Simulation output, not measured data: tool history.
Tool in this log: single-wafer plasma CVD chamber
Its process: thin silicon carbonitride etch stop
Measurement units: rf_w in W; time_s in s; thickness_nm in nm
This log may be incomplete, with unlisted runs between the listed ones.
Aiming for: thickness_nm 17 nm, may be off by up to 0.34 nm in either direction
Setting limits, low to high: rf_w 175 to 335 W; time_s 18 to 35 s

| run | day | rf_w | time_s | thickness_nm |
|---|---|---|---|---|
| 1 | 0 | 255 | 26.5 | 14.902 |
| 2 | 0.129 | 265 | 26.9 | 15.2 |
| 3 | 0.229 | 270 | 27.4 | 15.812 |
| 4 | 0.529 | 275 | 27.5 | 15.87 |
| 5 | 0.75 | 280 | 27.6 | 15.925 |
| 6 | 0.967 | 285 | 27.8 | 16.225 |
| 7 | 1.046 | 290 | 27.9 | 16.376 |
| 8 | 1.162 | 295 | 28 | 16.491 |

Consider the 4 candidate settings below. Which is the only one whose results all fall within their allowed miss of target?
| A | 1.279 | 295 | 27.6 | ? |
| B | 1.279 | 300 | 26.9 | ? |
| C | 1.279 | 285 | 27.7 | ? |
| D | 1.279 | 300 | 28.6 | ? |

| move | thickness_nm |
|---|---|
| A | 16.18 |
| B | 15.861 |
| C | 16.047 |
| D | 16.863 |
A: its largest miss is bigger than the last run's
B: its largest miss is bigger than the last run's
C: its largest miss is bigger than the last run's
D: in spec on every target
Correct choice: D, which meets every target

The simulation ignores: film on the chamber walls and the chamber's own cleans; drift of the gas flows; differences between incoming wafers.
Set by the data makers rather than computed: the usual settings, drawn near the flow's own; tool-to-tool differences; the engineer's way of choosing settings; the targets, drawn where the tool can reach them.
